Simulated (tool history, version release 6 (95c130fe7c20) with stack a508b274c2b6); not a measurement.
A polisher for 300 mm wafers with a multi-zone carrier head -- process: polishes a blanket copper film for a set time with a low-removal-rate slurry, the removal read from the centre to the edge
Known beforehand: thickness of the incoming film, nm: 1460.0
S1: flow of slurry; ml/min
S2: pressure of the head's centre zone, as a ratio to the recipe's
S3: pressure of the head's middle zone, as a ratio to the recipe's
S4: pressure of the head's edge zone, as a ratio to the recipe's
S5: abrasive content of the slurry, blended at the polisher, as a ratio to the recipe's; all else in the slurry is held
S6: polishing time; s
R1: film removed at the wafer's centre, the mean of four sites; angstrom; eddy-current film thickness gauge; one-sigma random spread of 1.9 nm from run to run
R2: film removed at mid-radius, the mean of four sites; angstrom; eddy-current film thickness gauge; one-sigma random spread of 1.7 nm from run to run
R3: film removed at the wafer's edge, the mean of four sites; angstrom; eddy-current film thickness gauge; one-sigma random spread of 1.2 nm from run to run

run	hour	S1	S2	S3	S4	S5	S6	R1	R2	R3
1	0.0	290	1.00	1.00	1.00	1.00	49	1131.9	1106.8	1114.4
2	2.2	265	1.00	1.00	1.00	1.00	49	1132.3	1098.1	1098.4
3	11.2	275	1.05	1.05	1.02	1.15	51	1287.8	1241.7	1210.5
4	19.9	275	1.05	1.05	0.95	1.15	51	1283.3	1258.8	1165.6
5	25.7	275	1.05	0.97	0.95	1.15	51	1266.8	1158.5	1174.1
6	33.0	275	1.09	0.97	0.95	1.15	51	1328.4	1178.8	1181.6
7	40.7	320	1.19	1.07	1.05	1.40	54	1643.8	1440.6	1397.8
8	46.5	325	1.19	1.10	1.05	1.45	54	1655.0	1495.1	1420.1
9	50.7	330	1.19	1.11	1.04	1.45	54	1686.8	1533.0	1412.3
10	59.1	335	1.19	1.12	1.05	1.45	54	1670.0	1544.9	1416.1
11	64.2	335	1.19	1.12	1.05	1.45	54	1707.5	1533.7	1420.8

Run 12 has not been measured yet. What should we expect?
12	71.3	335	1.18	1.13	1.06	1.45	54	?	?	?

{"run 12": {"R1": 1687.1, "R2": 1544.3, "R3": 1408.5}}

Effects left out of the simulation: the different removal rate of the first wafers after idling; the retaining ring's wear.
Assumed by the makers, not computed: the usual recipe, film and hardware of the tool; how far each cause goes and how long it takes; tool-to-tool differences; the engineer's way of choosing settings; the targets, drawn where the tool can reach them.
